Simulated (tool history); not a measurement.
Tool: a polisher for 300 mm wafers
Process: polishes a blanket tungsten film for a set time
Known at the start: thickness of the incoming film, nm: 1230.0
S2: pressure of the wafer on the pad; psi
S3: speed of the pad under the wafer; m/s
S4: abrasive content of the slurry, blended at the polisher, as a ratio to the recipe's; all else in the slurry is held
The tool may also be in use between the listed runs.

Run 1, hour 0.0: flow of slurry (ml/min) 240, S2 4.3 psi, S3 1.36 m/s, S4 1.0, polishing time (s) 84. Result: film removed (angstrom) 7488.5.
Run 2, hour 1.6: flow of slurry (ml/min) 235, S2 4.1 psi, S3 1.36 m/s, S4 1.0, polishing time (s) 84. Result: film removed (angstrom) 7240.1.
Run 3, hour 7.6: flow of slurry (ml/min) 235, S2 4.1 psi, S3 1.22 m/s, S4 1.0, polishing time (s) 84. Result: film removed (angstrom) 6647.5.
Run 4, hour 8.6: flow of slurry (ml/min) 190, S2 4.1 psi, S3 1.22 m/s, S4 1.0, polishing time (s) 84. Result: film removed (angstrom) 6589.0.
Run 5, hour 12.9: flow of slurry (ml/min) 190, S2 4.1 psi, S3 1.46 m/s, S4 1.0, polishing time (s) 84. Result: film removed (angstrom) 7341.4.
Run 6, hour 19.1: flow of slurry (ml/min) 185, S2 3.9 psi, S3 1.46 m/s, S4 1.0, polishing time (s) 84. Result: film removed (angstrom) 6989.5.
Run 7, hour 24.8: flow of slurry (ml/min) 185, S2 3.7 psi, S3 1.46 m/s, S4 1.0, polishing time (s) 84. Result: film removed (angstrom) 6687.4.
Run 8, hour 25.6: flow of slurry (ml/min) 185, S2 3.6 psi, S3 1.46 m/s, S4 1.0, polishing time (s) 84. Result: film removed (angstrom) 6450.6.
Run 9, hour 28.3: flow of slurry (ml/min) 185, S2 3.5 psi, S3 1.46 m/s, S4 1.0, polishing time (s) 84. Result: film removed (angstrom) 6348.1.
Run 10, hour 34.8: flow of slurry (ml/min) 185, S2 3.4 psi, S3 1.46 m/s, S4 1.0, polishing time (s) 84. Result: film removed (angstrom) 6125.1.
Run 11, hour 38.6: flow of slurry (ml/min) 185, S2 3.3 psi, S3 1.46 m/s, S4 1.0, polishing time (s) 84. Result: film removed (angstrom) 6053.5.
Run 12, hour 47.3: flow of slurry (ml/min) 175, S2 2.9 psi, S3 1.46 m/s, S4 1.0, polishing time (s) 84. Result: film removed (angstrom) 5314.2.

Run 13 comes next. What will it give?
Run 13, hour 50.3: flow of slurry (ml/min) 180, S2 2.9 psi, S3 1.46 m/s, S4 1.0, polishing time (s) 84. Result: film removed (angstrom) ?.

film removed (angstrom): 5215.0

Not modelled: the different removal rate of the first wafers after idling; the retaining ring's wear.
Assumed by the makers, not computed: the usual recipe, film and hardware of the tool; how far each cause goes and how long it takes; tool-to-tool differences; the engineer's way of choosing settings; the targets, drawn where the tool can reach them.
